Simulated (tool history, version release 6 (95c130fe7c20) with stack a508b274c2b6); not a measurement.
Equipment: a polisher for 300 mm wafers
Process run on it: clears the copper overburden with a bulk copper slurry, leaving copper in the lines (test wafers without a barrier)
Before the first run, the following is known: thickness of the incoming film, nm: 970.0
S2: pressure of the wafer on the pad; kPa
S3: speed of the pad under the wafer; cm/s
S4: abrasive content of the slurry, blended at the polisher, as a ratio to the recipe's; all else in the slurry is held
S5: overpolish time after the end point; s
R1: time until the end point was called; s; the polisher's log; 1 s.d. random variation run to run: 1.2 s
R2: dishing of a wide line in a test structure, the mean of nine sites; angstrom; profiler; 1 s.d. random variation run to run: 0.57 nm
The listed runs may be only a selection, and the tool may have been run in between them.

{"run": 1, "hour": 0.0, "flow of slurry (ml/min)": 120, "S2": 23.4, "S3": 118, "S4": 1, "S5": 17, "R1": 70.749, "R2": 927.67}
{"run": 2, "hour": 1.3, "flow of slurry (ml/min)": 120, "S2": 23.4, "S3": 118, "S4": 1.1, "S5": 17, "R1": 70.41, "R2": 930.9}
{"run": 3, "hour": 4.6, "flow of slurry (ml/min)": 120, "S2": 23.4, "S3": 118, "S4": 1.1, "S5": 20, "R1": 68.78, "R2": 1004.5}
{"run": 4, "hour": 10.1, "flow of slurry (ml/min)": 120, "S2": 21.4, "S3": 118, "S4": 1.15, "S5": 18, "R1": 74.07, "R2": 929.82}
{"run": 5, "hour": 13.7, "flow of slurry (ml/min)": 120, "S2": 21.4, "S3": 144, "S4": 1.15, "S5": 18, "R1": 60.943, "R2": 1003.3}
{"run": 6, "hour": 22.6, "flow of slurry (ml/min)": 120, "S2": 25.5, "S3": 144, "S4": 1.15, "S5": 18, "R1": 51.846, "R2": 1041.8}
{"run": 7, "hour": 24.9, "flow of slurry (ml/min)": 120, "S2": 25.5, "S3": 144, "S4": 1.15, "S5": 18, "R1": 51.648, "R2": 1093.6}

Expected results for the next run?
{"run": 8, "hour": 30.8, "flow of slurry (ml/min)": 115, "S2": 23.4, "S3": 144, "S4": 1.05, "S5": 16, "R1": "?", "R2": "?"}

Run 8 gave R1 58.699 s, R2 1018.6 angstrom.
